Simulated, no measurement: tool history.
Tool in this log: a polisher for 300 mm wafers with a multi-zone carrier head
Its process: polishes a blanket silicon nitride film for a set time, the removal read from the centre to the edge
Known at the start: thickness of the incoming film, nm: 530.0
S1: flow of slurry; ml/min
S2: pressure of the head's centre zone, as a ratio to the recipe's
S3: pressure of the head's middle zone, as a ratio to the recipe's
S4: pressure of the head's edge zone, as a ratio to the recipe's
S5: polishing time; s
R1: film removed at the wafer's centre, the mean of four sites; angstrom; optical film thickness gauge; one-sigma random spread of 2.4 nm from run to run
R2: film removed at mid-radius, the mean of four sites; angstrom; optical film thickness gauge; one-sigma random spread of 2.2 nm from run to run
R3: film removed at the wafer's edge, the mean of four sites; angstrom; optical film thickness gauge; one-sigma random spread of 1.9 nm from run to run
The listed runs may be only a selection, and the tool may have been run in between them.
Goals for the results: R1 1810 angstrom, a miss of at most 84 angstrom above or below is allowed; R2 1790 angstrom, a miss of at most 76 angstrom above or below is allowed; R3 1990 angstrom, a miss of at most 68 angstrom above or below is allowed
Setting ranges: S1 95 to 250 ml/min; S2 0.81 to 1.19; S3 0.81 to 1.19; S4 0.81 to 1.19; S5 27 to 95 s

| run | day | S1 | S2 | S3 | S4 | S5 | R1 | R2 | R3 |
|---|---|---|---|---|---|---|---|---|---|
| 1 | 0 | 160 | 1 | 1 | 1 | 61 | 1447.4 | 1448.4 | 1419.2 |
| 2 | 0.058 | 160 | 1 | 1 | 0.92 | 61 | 1445.7 | 1504.2 | 1353.5 |
| 3 | 0.288 | 145 | 1 | 1 | 0.92 | 61 | 1412 | 1472.5 | 1339.8 |
| 4 | 0.65 | 150 | 0.99 | 1 | 0.96 | 64 | 1487.1 | 1545.6 | 1416.6 |
| 5 | 0.846 | 165 | 0.97 | 0.99 | 1 | 66 | 1534 | 1600.5 | 1573.5 |
| 6 | 0.996 | 165 | 0.97 | 0.99 | 1 | 77 | 1781.3 | 1891.4 | 1805.9 |
| 7 | 1.092 | 165 | 0.97 | 0.99 | 1 | 77 | 1837 | 1882.4 | 1821.5 |
| 8 | 1.225 | 165 | 0.96 | 0.98 | 1.02 | 77 | 1798.6 | 1848.4 | 1785.8 |

Of the 5 settings listed for the next run, only one would bring every result within its allowed miss of target. Which one?
| A | 1.358 | 240 | 0.81 | 0.92 | 1.19 | 81 | ? | ? | ? |
| B | 1.358 | 185 | 0.87 | 0.85 | 1.04 | 82 | ? | ? | ? |
| C | 1.358 | 105 | 1.06 | 1.03 | 0.87 | 80 | ? | ? | ? |
| D | 1.358 | 105 | 1.06 | 1.01 | 0.83 | 86 | ? | ? | ? |
| E | 1.358 | 105 | 0.84 | 1 | 0.87 | 91 | ? | ? | ? |

| move | R1 | R2 | R3 |
|---|---|---|---|
| A | 1718.4 | 1958.5 | 2103.4 |
| B | 1775.5 | 1796 | 1946.6 |
| C | 1776.5 | 1776.2 | 1596.2 |
| D | 1909.4 | 1880.1 | 1684.4 |
| E | 1640.9 | 1975.7 | 1816.4 |
A: moves the result that the last run missed by most past its target, out the other side
B: hits every target within its allowed miss
C: misses by more than the last run did
D: misses by more than the last run did
E: an improvement on the last run, though not all results are within tolerance
B meets every target.
